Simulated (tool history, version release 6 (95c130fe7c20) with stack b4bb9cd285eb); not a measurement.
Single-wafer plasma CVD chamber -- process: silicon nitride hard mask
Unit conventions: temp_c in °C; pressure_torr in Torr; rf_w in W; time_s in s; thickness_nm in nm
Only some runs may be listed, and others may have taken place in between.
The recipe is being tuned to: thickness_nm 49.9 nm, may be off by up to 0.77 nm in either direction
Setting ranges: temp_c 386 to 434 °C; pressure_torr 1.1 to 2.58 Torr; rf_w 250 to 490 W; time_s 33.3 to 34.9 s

Run 1, hour 0: temp_c 410 °C, pressure_torr 1.84 Torr, rf_w 370 W, time_s 34.9 s. Result: thickness_nm 45.003 nm.
Run 2, hour 0.9: temp_c 410 °C, pressure_torr 1.91 Torr, rf_w 370 W, time_s 34.9 s. Result: thickness_nm 45.402 nm.
Run 3, hour 6.5: temp_c 420 °C, pressure_torr 1.91 Torr, rf_w 370 W, time_s 34.9 s. Result: thickness_nm 45.274 nm.
Run 4, hour 13.2: temp_c 420 °C, pressure_torr 2.05 Torr, rf_w 370 W, time_s 34.9 s. Result: thickness_nm 46.175 nm.
Run 5, hour 15.1: temp_c 420 °C, pressure_torr 2.05 Torr, rf_w 390 W, time_s 34.9 s. Result: thickness_nm 47.081 nm.
Run 6, hour 17.5: temp_c 420 °C, pressure_torr 2.05 Torr, rf_w 390 W, time_s 33.3 s. Result: thickness_nm 45.168 nm.
At hour 22.1: RF generator calibrated.
Run 7, hour 22.1: temp_c 420 °C, pressure_torr 2.1 Torr, rf_w 395 W, time_s 33.3 s. Result: thickness_nm 47.094 nm.
Run 8, hour 29.5: temp_c 420 °C, pressure_torr 2.36 Torr, rf_w 400 W, time_s 33.3 s. Result: thickness_nm 48.351 nm.

Exercise: of the 5 proposed moves below, exactly one satisfies all targets within the stated allowed misses. Which move is it?
Run A, hour 36.9: temp_c 417 °C, pressure_torr 2.17 Torr, rf_w 390 W, time_s 33.4 s. Result: thickness_nm ?.
Run B, hour 36.9: temp_c 429 °C, pressure_torr 2.49 Torr, rf_w 365 W, time_s 33.3 s. Result: thickness_nm ?.
Run C, hour 36.9: temp_c 434 °C, pressure_torr 2.14 Torr, rf_w 400 W, time_s 33.6 s. Result: thickness_nm ?.
Run D, hour 36.9: temp_c 422 °C, pressure_torr 2.52 Torr, rf_w 400 W, time_s 33.7 s. Result: thickness_nm ?.
Run E, hour 36.9: temp_c 422 °C, pressure_torr 2.24 Torr, rf_w 385 W, time_s 33.3 s. Result: thickness_nm ?.

move  thickness_nm
   A        47.817
   B        47.252
   C        48.135
   D        50.419
   E        47.578
A: the biggest miss grows against the last run
B: the biggest miss grows against the last run
C: the biggest miss grows against the last run
D: all results in spec
E: the biggest miss grows against the last run
Move D is the one to make.
